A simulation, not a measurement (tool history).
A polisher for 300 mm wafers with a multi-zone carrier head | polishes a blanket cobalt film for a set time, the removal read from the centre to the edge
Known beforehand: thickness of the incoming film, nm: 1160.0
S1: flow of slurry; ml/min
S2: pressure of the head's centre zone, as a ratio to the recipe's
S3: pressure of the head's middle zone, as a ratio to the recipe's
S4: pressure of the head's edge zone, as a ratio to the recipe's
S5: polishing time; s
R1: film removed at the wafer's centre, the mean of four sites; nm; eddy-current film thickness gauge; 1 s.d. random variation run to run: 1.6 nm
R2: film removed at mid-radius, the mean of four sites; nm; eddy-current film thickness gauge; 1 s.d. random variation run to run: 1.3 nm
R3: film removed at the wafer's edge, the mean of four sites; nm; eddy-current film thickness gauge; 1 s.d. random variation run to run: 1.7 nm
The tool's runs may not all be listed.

run 1 hour=0.0 | S1=265 S2=1.00 S3=1.00 S4=1.00 S5=46 | R1=219.53 R2=217.16 R3=212.18
run 2 hour=1.3 | S1=265 S2=1.00 S3=1.00 S4=0.92 S5=46 | R1=221.71 R2=215.34 R3=204.93
run 3 hour=7.4 | S1=265 S2=0.99 S3=0.99 S4=0.91 S5=40 | R1=185.90 R2=185.70 R3=174.41
run 4 hour=9.0 | S1=265 S2=0.99 S3=0.97 S4=0.90 S5=37 | R1=172.57 R2=170.49 R3=161.41
run 5 hour=11.6 | S1=220 S2=0.99 S3=0.97 S4=0.90 S5=37 | R1=169.60 R2=166.32 R3=162.25
run 6 hour=19.9 | S1=235 S2=0.99 S3=0.96 S4=0.89 S5=34 | R1=158.42 R2=151.93 R3=152.22
run 7 hour=28.1 | S1=255 S2=0.99 S3=0.96 S4=0.88 S5=32 | R1=149.09 R2=146.60 R3=137.20
run 8 hour=30.9 | S1=260 S2=0.98 S3=0.94 S4=0.87 S5=31 | R1=142.23 R2=135.71 R3=137.12

The next listed run, before its measurement:
run 9 hour=32.8 | S1=230 S2=0.99 S3=0.97 S4=0.81 S5=26 | R1=? R2=? R3=?

R1: 119.79 nm
R2: 117.93 nm
R3: 109.29 nm
